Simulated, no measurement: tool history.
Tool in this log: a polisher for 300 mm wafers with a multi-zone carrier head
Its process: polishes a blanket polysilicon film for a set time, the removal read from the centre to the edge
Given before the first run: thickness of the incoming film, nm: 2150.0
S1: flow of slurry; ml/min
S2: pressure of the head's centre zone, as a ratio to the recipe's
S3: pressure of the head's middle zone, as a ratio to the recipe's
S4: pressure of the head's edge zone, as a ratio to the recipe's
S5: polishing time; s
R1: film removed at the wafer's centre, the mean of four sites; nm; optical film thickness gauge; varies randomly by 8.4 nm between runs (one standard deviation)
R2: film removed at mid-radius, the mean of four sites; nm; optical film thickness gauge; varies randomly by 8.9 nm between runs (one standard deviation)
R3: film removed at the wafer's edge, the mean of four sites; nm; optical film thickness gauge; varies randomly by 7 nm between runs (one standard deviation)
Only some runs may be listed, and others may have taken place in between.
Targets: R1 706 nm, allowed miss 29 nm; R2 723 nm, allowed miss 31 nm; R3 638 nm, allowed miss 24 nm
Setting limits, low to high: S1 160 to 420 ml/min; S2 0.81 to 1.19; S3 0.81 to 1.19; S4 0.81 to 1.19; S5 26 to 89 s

| run | day | S1 | S2 | S3 | S4 | S5 | R1 | R2 | R3 |
|---|---|---|---|---|---|---|---|---|---|
| 1 | 0 | 270 | 1 | 1 | 1 | 57 | 546.04 | 546.44 | 564.83 |
| 2 | 0.054 | 270 | 0.95 | 1 | 1 | 57 | 515.81 | 555.08 | 545.51 |
| 3 | 0.379 | 270 | 0.95 | 1 | 1.03 | 57 | 532.44 | 544.76 | 559.07 |
| 4 | 0.654 | 270 | 0.95 | 0.97 | 1.03 | 57 | 527.85 | 544.78 | 558.33 |
| 5 | 0.721 | 270 | 0.95 | 0.97 | 1.03 | 66 | 611.82 | 622.48 | 651.43 |
| 6 | 0.75 | 270 | 0.95 | 0.97 | 0.98 | 66 | 615.03 | 621.73 | 637.8 |
| 7 | 1 | 270 | 0.95 | 0.97 | 0.98 | 66 | 614 | 619.79 | 643.8 |
| 8 | 1.342 | 295 | 1 | 1.03 | 0.93 | 66 | 656.71 | 647.2 | 619.81 |

Which one of the following 5 next-run settings gets every result inside its allowed miss? There is exactly one.
| A | 1.683 | 250 | 0.92 | 1.19 | 0.93 | 70 | ? | ? | ? |
| B | 1.683 | 170 | 1.07 | 0.82 | 1.05 | 70 | ? | ? | ? |
| C | 1.683 | 340 | 1.02 | 1.13 | 0.86 | 69 | ? | ? | ? |
| D | 1.683 | 255 | 1.19 | 0.86 | 1.01 | 66 | ? | ? | ? |
| E | 1.683 | 230 | 0.97 | 0.9 | 1.08 | 64 | ? | ? | ? |

| move | R1 | R2 | R3 |
|---|---|---|---|
| A | 627.64 | 737.38 | 654.64 |
| B | 649.25 | 576.54 | 664.18 |
| C | 689.44 | 731.01 | 638.92 |
| D | 711.63 | 592.79 | 644.82 |
| E | 587.08 | 579.34 | 639.42 |
A: brings the last run's worst result on target, with another outside its allowed miss
B: its largest miss is bigger than the last run's
C: meets every target
D: its largest miss is bigger than the last run's
E: its largest miss is bigger than the last run's
The move that meets every target is C.
